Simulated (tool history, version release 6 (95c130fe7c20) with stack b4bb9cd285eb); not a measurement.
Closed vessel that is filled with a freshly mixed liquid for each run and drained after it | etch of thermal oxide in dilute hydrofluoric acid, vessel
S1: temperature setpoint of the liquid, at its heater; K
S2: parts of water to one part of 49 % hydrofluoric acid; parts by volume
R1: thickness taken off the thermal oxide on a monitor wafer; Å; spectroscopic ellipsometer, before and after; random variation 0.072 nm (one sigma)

run 1 hour=0.0 | S1=299.15 S2=205 time_in_the_liquid_(s)=935 | R1=203.41
run 2 hour=4.8 | S1=296.15 S2=205 time_in_the_liquid_(s)=935 | R1=181.99
run 3 hour=9.6 | S1=294.65 S2=220 time_in_the_liquid_(s)=935 | R1=157.59
run 4 hour=16.6 | S1=297.15 S2=220 time_in_the_liquid_(s)=935 | R1=173.67
run 5 hour=22.6 | S1=297.15 S2=265 time_in_the_liquid_(s)=935 | R1=138.78
run 6 hour=24.2 | S1=297.15 S2=265 time_in_the_liquid_(s)=935 | R1=139.42
run 7 hour=29.0 | S1=295.65 S2=265 time_in_the_liquid_(s)=935 | R1=131.74
run 8 hour=36.8 | S1=294.65 S2=265 time_in_the_liquid_(s)=935 | R1=125.76
run 9 hour=38.2 | S1=294.15 S2=265 time_in_the_liquid_(s)=935 | R1=123.96

The next listed run, before its measurement:
run 10 hour=47.0 | S1=293.65 S2=265 time_in_the_liquid_(s)=935 | R1=?

{"run 10": {"R1": 122.3}}
